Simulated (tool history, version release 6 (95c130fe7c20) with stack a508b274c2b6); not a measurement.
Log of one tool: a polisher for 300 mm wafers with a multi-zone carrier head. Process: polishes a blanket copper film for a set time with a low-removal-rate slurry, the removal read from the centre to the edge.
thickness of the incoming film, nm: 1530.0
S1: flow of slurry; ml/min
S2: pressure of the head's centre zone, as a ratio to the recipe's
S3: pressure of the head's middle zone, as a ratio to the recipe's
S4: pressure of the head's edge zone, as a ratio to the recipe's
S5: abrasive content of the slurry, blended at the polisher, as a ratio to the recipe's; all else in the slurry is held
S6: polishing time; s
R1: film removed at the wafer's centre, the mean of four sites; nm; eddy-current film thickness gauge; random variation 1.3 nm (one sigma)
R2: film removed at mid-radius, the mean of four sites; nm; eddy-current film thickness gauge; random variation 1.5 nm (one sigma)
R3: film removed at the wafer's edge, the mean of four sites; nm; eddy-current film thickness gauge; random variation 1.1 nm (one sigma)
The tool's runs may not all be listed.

run 1 hour=0 | S1=300 S2=1 S3=1 S4=1 S5=1 S6=74 | R1=137.42 R2=139 R3=140.09
run 2 hour=4.4 | S1=300 S2=0.93 S3=1 S4=1 S5=1 S6=74 | R1=127.35 R2=137.72 R3=141.28
run 3 hour=9.2 | S1=300 S2=0.93 S3=1.05 S4=1 S5=1 S6=74 | R1=127.33 R2=145.56 R3=140.6
run 4 hour=15.6 | S1=315 S2=0.99 S3=1.01 S4=1.05 S5=1.1 S6=74 | R1=140.78 R2=144.52 R3=149.28
run 5 hour=22.4 | S1=335 S2=1.03 S3=0.99 S4=1.08 S5=1.1 S6=74 | R1=145.72 R2=142.96 R3=150.98
run 6 hour=24.2 | S1=335 S2=1.1 S3=0.99 S4=1.08 S5=1.1 S6=74 | R1=156.81 R2=139.77 R3=150.35
run 7 hour=32.1 | S1=345 S2=1.12 S3=0.98 S4=1.11 S5=1.15 S6=74 | R1=161.61 R2=143.25 R3=155.92
run 8 hour=32.9 | S1=395 S2=1.19 S3=0.9 S4=1.18 S5=1.2 S6=74 | R1=173.24 R2=134.64 R3=163.22

Run 9 comes next. What will it give?
run 9 hour=40.5 | S1=400 S2=1.19 S3=0.91 S4=1.18 S5=1.2 S6=74 | R1=? R2=? R3=?

R1: 173.5 nm
R2: 137.5 nm
R3: 160.83 nm
